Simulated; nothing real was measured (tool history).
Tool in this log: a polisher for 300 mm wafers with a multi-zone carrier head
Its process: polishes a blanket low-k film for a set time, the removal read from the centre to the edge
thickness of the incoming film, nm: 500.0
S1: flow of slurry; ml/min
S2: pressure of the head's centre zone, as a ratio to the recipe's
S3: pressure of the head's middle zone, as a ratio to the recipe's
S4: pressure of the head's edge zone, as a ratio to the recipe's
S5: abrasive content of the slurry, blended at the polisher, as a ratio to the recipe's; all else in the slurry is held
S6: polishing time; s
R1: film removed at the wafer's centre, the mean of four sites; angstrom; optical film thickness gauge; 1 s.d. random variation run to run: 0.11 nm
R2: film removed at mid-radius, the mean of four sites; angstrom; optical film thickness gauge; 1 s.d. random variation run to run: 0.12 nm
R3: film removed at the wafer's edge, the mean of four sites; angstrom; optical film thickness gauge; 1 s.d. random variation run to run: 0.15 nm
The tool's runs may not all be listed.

run 1 hour=0.0 | S1=200 S2=1.00 S3=1.00 S4=1.00 S5=1.00 S6=48 | R1=141.79 R2=139.93 R3=142.42
run 2 hour=2.6 | S1=200 S2=1.00 S3=1.00 S4=1.07 S5=1.00 S6=48 | R1=140.98 R2=142.63 R3=145.31
run 3 hour=9.0 | S1=200 S2=1.00 S3=1.00 S4=1.07 S5=1.00 S6=56 | R1=165.37 R2=162.47 R3=169.33
run 4 hour=13.2 | S1=200 S2=1.00 S3=1.00 S4=1.07 S5=1.00 S6=66 | R1=195.78 R2=195.44 R3=204.80
run 5 hour=14.1 | S1=160 S2=1.00 S3=1.00 S4=1.07 S5=1.00 S6=66 | R1=189.97 R2=192.28 R3=197.00
run 6 hour=20.7 | S1=155 S2=1.02 S3=1.00 S4=1.04 S5=0.90 S6=63 | R1=177.84 R2=174.36 R3=180.09
run 7 hour=21.3 | S1=155 S2=1.04 S3=1.01 S4=1.01 S5=0.85 S6=60 | R1=167.80 R2=158.62 R3=163.26
run 8 hour=23.7 | S1=155 S2=1.06 S3=1.03 S4=0.99 S5=0.80 S6=58 | R1=161.34 R2=152.66 R3=152.21

Run 9 is up next; what results do you expect?
run 9 hour=30.6 | S1=155 S2=1.07 S3=1.03 S4=0.97 S5=0.75 S6=56 | R1=? R2=? R3=?

R1: 153.34 angstrom
R2: 146.37 angstrom
R3: 144.57 angstrom

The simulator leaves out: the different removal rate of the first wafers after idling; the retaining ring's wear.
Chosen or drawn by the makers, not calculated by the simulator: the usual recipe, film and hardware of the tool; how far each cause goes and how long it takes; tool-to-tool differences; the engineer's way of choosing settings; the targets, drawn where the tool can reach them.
